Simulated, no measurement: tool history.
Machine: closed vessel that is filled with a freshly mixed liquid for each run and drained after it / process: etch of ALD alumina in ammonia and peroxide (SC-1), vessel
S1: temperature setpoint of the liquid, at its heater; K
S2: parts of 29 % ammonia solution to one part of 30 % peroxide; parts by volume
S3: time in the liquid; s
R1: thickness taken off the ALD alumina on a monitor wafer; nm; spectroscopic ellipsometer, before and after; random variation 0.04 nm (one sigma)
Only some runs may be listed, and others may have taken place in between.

run,hour,S1,S2,S3,R1
1,0,330.15,0.4,100,6.2126
2,6.8,328.65,0.4,100,5.8482
3,15,328.65,0.45,100,5.7955
4,15.5,327.65,0.45,100,5.5378
5,17.2,326.65,0.45,100,5.3182
6,25.9,326.65,0.45,75,4.0249
7,30,327.15,0.45,75,4.0365

Estimate the outcome of run 8 from the log above:
8,35.6,327.15,0.45,75,?

{"run 8": {"R1": 4.0687}}
